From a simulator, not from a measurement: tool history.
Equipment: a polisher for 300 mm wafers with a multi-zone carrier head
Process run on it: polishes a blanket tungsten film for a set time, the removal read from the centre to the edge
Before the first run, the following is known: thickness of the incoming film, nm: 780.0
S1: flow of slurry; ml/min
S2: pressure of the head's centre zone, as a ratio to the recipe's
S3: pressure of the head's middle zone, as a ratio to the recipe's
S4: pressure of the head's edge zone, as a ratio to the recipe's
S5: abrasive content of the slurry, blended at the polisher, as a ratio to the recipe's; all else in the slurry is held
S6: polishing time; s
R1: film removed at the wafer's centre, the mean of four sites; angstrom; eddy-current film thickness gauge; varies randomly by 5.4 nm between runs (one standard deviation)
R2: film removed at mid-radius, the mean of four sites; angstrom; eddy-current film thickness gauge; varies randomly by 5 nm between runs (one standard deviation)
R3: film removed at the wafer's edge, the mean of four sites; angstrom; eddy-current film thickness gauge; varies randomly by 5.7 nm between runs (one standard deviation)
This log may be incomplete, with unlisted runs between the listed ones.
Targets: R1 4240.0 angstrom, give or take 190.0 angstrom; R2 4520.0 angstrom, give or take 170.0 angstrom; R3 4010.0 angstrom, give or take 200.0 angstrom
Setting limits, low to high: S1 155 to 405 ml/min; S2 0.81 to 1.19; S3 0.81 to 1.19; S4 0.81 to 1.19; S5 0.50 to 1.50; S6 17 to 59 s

run,hour,S1,S2,S3,S4,S5,S6,R1,R2,R3
1,0.0,260,1.00,1.00,1.00,1.00,38,3376.4,3303.1,3233.4
2,6.1,215,1.00,1.00,1.00,1.00,38,3286.4,3140.6,3173.6
3,14.8,225,1.01,1.02,1.01,1.05,38,3326.8,3259.0,3164.6
4,20.4,250,1.01,1.02,1.01,1.05,38,3390.8,3221.5,3232.4
5,26.8,250,1.09,1.02,1.01,1.05,38,3733.6,3342.9,3167.1
6,33.6,255,1.08,1.04,1.01,1.10,39,3799.3,3523.1,3355.1
7,35.4,260,1.08,1.06,1.01,1.15,39,3883.6,3593.5,3414.5
8,36.8,265,1.07,1.07,1.00,1.15,39,3828.3,3627.9,3298.5
9,39.7,270,1.07,1.08,1.01,1.20,39,3871.6,3799.2,3354.4
10,42.6,270,1.06,1.09,1.11,1.45,41,4232.1,4150.9,3934.5
11,47.0,270,1.06,1.10,1.11,1.45,41,4241.2,4198.0,3916.0
12,52.5,270,1.06,1.11,1.11,1.45,41,4318.7,4187.0,4046.0
13,56.8,275,1.05,1.12,1.10,1.45,41,4217.8,4268.5,4016.4
14,59.2,275,1.05,1.13,1.10,1.45,41,4167.6,4283.0,4024.8
# hour 60.4: centre zone pressure recalibrated
15,60.4,290,1.06,1.16,1.07,1.45,41,4026.9,4394.9,3940.2

Which of these 4 next moves meets every target?
A,61.6,265,0.92,1.14,1.19,1.40,43,?,?,?
B,61.6,205,1.09,1.07,1.05,1.45,44,?,?,?
C,61.6,285,1.11,1.18,1.07,1.50,42,?,?,?
D,61.6,290,0.94,1.04,1.19,1.40,45,?,?,?

move,R1,R2,R3
A,3605.5,4518.8,4282.1
B,4286.0,4301.0,4070.7
C,4365.7,4656.7,4051.0
D,3888.7,4407.7,4515.4
A: lands further from the targets than the last run did
B: corrects the largest miss of the last run, while another result sits out of spec
C: all results land within tolerance of their targets
D: lands further from the targets than the last run did
The move that meets every target is C.

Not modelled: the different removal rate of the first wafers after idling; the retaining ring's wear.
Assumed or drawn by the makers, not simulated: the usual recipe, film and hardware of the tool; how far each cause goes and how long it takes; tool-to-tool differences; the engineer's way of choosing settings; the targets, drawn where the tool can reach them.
